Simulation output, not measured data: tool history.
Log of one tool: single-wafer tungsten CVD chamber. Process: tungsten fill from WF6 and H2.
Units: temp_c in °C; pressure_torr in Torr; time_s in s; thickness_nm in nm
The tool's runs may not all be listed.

run	hour	temp_c	pressure_torr	time_s	thickness_nm
1	0	390	48	34.9	103.36
2	5.3	390	48	36.1	107.17
3	11.7	397	48	36.1	124.53
4	15.7	397	48	34.9	119.57
5	16.6	398	48	34.9	122.87
6	20.3	399	48	34.9	125.3
7	24.1	400	48	34.9	127.66

Forecast run 8:
8	28.9	401	48	34.9	?

{"run 8": {"thickness_nm": 129.18}}
